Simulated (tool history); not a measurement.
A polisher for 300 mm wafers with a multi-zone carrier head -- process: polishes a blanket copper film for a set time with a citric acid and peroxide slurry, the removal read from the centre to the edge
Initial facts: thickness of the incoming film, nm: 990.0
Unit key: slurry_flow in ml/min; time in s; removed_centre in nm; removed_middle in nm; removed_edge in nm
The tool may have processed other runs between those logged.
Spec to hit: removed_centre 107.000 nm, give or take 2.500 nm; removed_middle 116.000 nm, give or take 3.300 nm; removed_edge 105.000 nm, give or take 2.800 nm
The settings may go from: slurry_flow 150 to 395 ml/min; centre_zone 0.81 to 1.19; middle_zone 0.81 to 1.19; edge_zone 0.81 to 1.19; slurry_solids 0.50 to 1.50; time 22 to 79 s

run  hour  slurry_flow  centre_zone  middle_zone  edge_zone  slurry_solids  time  removed_centre  removed_middle  removed_edge
  1   0.0          250         1.00         1.00       1.00           1.00    50          78.691          75.973        76.686
  2   4.0          260         1.01         1.03       1.02           1.10    51          83.936          81.915        81.001
  3  12.0          210         1.01         1.03       1.02           1.10    51          80.140          80.403        79.675
  4  15.1          220         1.02         1.06       1.04           1.15    52          83.689          85.182        82.201
  5  23.2          230         1.02         1.08       1.06           1.20    53          87.401          88.979        86.425
  6  31.3          230         1.02         1.02       1.06           1.20    53          86.410          83.675        85.875
  7  38.0          300         1.05         1.12       1.15           1.45    56         102.930         103.220       101.500
  8  44.4          305         1.05         1.13       1.15           1.45    56         102.920         104.430       102.100
  9  51.9          310         1.05         1.14       1.14           1.45    56         102.680         105.870       102.540
     59.6  -- worn pad replaced by a new one
 10  59.6          315         1.05         1.15       1.13           1.45    56         114.280         117.510       111.860
 11  64.4          310         1.05         1.16       1.13           1.40    56         112.160         116.310       110.410
 12  71.7          305         1.05         1.17       1.12           1.40    55         110.670         115.980       106.890

Of the 4 settings listed for the next run, only one would bring every result within its allowed miss of target. Which one?
  A  79.0          240         1.04         1.19       1.09           1.35    56               ?               ?             ?
  B  79.0          320         1.03         1.18       1.09           1.45    51               ?               ?             ?
  C  79.0          330         1.03         1.19       1.12           1.40    50               ?               ?             ?
  D  79.0          305         1.10         1.19       0.99           1.40    54               ?               ?             ?

move  removed_centre  removed_middle  removed_edge
   A         107.940         115.920       105.500
   B         102.550         110.040       100.090
   C         100.090         108.140        98.926
   D         114.520         115.870        99.917
A: in spec on every target
B: takes the biggest miss from the last run beyond its target
C: takes the biggest miss from the last run beyond its target
D: further off than the last run
Answer: A

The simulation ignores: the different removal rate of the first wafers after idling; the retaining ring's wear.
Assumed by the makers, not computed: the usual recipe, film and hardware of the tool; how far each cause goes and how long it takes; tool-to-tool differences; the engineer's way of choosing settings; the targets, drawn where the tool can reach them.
